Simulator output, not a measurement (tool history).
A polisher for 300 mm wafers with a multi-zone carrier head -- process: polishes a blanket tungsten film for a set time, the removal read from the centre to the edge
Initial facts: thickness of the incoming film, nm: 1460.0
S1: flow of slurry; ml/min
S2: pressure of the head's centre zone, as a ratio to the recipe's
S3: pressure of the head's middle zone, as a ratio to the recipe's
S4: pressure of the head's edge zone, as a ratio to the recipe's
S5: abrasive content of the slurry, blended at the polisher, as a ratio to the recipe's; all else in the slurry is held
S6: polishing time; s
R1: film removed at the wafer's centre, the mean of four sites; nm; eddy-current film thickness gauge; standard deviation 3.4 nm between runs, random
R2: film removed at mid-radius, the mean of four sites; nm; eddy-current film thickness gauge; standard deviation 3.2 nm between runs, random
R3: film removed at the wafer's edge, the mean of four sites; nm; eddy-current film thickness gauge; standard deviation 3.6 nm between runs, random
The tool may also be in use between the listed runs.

{"run": 1, "hour": 0.0, "S1": 235, "S2": 1.0, "S3": 1.0, "S4": 1.0, "S5": 1.0, "S6": 45, "R1": 356.4, "R2": 349.98, "R3": 348.74}
{"run": 2, "hour": 1.8, "S1": 245, "S2": 1.0, "S3": 0.99, "S4": 1.04, "S5": 1.1, "S6": 45, "R1": 366.01, "R2": 356.98, "R3": 362.56}
{"run": 3, "hour": 2.9, "S1": 245, "S2": 1.0, "S3": 0.99, "S4": 1.04, "S5": 1.1, "S6": 35, "R1": 284.61, "R2": 279.92, "R3": 280.8}
{"run": 4, "hour": 7.2, "S1": 245, "S2": 1.0, "S3": 0.94, "S4": 1.04, "S5": 1.1, "S6": 35, "R1": 285.03, "R2": 265.39, "R3": 282.14}
{"run": 5, "hour": 12.6, "S1": 235, "S2": 1.0, "S3": 0.93, "S4": 1.06, "S5": 1.2, "S6": 38, "R1": 311.95, "R2": 287.19, "R3": 317.39}
{"run": 6, "hour": 17.7, "S1": 235, "S2": 1.0, "S3": 0.93, "S4": 1.06, "S5": 1.2, "S6": 43, "R1": 352.54, "R2": 328.43, "R3": 352.16}
{"run": 7, "hour": 24.2, "S1": 230, "S2": 1.0, "S3": 0.92, "S4": 1.08, "S5": 1.25, "S6": 44, "R1": 360.18, "R2": 329.93, "R3": 363.34}
{"run": 8, "hour": 33.2, "S1": 240, "S2": 1.0, "S3": 0.91, "S4": 1.1, "S5": 1.3, "S6": 45, "R1": 375.21, "R2": 343.22, "R3": 383.81}
{"run": 9, "hour": 41.9, "S1": 250, "S2": 1.0, "S3": 0.91, "S4": 1.12, "S5": 1.35, "S6": 45, "R1": 381.43, "R2": 347.9, "R3": 389.2}
{"run": 10, "hour": 44.2, "S1": 255, "S2": 1.0, "S3": 0.91, "S4": 1.13, "S5": 1.4, "S6": 45, "R1": 381.41, "R2": 347.34, "R3": 393.7}
{"run": 11, "hour": 44.7, "S1": 255, "S2": 1.0, "S3": 0.91, "S4": 1.14, "S5": 1.4, "S6": 46, "R1": 390.93, "R2": 357.71, "R3": 408.2}

Run 12 has not been measured yet. What should we expect?
{"run": 12, "hour": 48.2, "S1": 260, "S2": 1.0, "S3": 0.91, "S4": 1.15, "S5": 1.4, "S6": 46, "R1": "?", "R2": "?", "R3": "?"}

R1: 393.35 nm
R2: 354.44 nm
R3: 408.72 nm

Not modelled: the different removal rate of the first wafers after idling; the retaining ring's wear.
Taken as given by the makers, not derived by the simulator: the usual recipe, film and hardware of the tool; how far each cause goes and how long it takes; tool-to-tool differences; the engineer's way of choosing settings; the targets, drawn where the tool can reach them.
